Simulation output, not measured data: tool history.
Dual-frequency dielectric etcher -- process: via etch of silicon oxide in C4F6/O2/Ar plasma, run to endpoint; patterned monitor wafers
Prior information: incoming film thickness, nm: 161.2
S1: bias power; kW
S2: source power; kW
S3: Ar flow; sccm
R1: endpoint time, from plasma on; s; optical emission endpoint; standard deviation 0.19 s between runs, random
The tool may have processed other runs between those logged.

run	hour	S1	S2	S3	R1
1	0	0.575	0.32	305	33.15
2	6.8	0.575	0.32	355	33.613
3	8.4	0.575	0.32	321	33.447
4	13.6	0.575	0.26	321	35.174
5	20.8	0.625	0.26	321	34.244
6	29.7	0.711	0.26	321	32.235
7	30.4	0.74	0.29	314	30.663
8	31.5	0.76	0.31	309	29.457

What will run 9 give?
9	38.8	0.774	0.32	307	?

Logged for run 9: R1 29.218 s.

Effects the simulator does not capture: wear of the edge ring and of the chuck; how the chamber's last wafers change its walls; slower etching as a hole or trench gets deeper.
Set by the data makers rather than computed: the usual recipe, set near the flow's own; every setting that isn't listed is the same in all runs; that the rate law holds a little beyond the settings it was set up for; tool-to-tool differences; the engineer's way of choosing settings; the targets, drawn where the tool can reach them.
